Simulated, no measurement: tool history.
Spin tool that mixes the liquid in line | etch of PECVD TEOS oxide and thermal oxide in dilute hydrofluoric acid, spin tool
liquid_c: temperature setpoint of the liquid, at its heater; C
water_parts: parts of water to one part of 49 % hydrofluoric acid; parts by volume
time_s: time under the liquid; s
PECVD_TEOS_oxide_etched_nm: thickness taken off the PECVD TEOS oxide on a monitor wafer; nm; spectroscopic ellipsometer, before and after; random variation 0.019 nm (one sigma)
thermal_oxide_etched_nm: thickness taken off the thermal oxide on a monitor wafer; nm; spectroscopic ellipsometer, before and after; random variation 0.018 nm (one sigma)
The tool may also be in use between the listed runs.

run 1 hour=0.0 | liquid_c=21.0 water_parts=110 time_s=115 | PECVD_TEOS_oxide_etched_nm=8.6377 thermal_oxide_etched_nm=4.2832
run 2 hour=8.2 | liquid_c=21.0 water_parts=125 time_s=115 | PECVD_TEOS_oxide_etched_nm=7.5413 thermal_oxide_etched_nm=3.6279
run 3 hour=10.3 | liquid_c=20.0 water_parts=135 time_s=110 | PECVD_TEOS_oxide_etched_nm=6.3007 thermal_oxide_etched_nm=3.1150
run 4 hour=15.1 | liquid_c=23.0 water_parts=135 time_s=110 | PECVD_TEOS_oxide_etched_nm=7.0857 thermal_oxide_etched_nm=3.5380
run 5 hour=19.0 | liquid_c=21.5 water_parts=145 time_s=110 | PECVD_TEOS_oxide_etched_nm=6.2204 thermal_oxide_etched_nm=3.0813
run 6 hour=20.6 | liquid_c=21.5 water_parts=145 time_s=60 | PECVD_TEOS_oxide_etched_nm=3.3972 thermal_oxide_etched_nm=1.6620
run 7 hour=28.7 | liquid_c=22.0 water_parts=145 time_s=60 | PECVD_TEOS_oxide_etched_nm=3.4190 thermal_oxide_etched_nm=1.6921

Run 8 comes next. What will it give?
run 8 hour=33.2 | liquid_c=22.5 water_parts=145 time_s=60 | PECVD_TEOS_oxide_etched_nm=? thermal_oxide_etched_nm=?

{"run 8": {"PECVD_TEOS_oxide_etched_nm": 3.5225, "thermal_oxide_etched_nm": 1.7241}}
